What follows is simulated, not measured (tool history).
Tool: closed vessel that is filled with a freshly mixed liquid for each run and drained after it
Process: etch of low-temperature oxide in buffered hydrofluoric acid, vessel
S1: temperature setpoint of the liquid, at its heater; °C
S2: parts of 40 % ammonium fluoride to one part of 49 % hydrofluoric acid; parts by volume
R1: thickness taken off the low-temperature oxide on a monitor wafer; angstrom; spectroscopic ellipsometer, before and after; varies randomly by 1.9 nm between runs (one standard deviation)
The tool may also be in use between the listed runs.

{"run": 1, "day": 0.0, "S1": 23, "S2": 14.5, "time in the liquid (s)": 100, "R1": 4629.3}
{"run": 2, "day": 0.254, "S1": 21, "S2": 14.5, "time in the liquid (s)": 100, "R1": 4170.1}
{"run": 3, "day": 0.321, "S1": 20.5, "S2": 14.5, "time in the liquid (s)": 100, "R1": 4054.3}
{"run": 4, "day": 0.608, "S1": 20, "S2": 14.5, "time in the liquid (s)": 100, "R1": 3921.2}
{"run": 5, "day": 0.8, "S1": 22.5, "S2": 14.5, "time in the liquid (s)": 100, "R1": 4522.3}
{"run": 6, "day": 0.846, "S1": 22.5, "S2": 14.5, "time in the liquid (s)": 105, "R1": 4752.2}
{"run": 7, "day": 1.058, "S1": 22, "S2": 14.5, "time in the liquid (s)": 105, "R1": 4610.1}

Forecast run 8:
{"run": 8, "day": 1.2, "S1": 18, "S2": 15.5, "time in the liquid (s)": 105, "R1": "?"}

{"run 8": {"R1": 3436.3}}
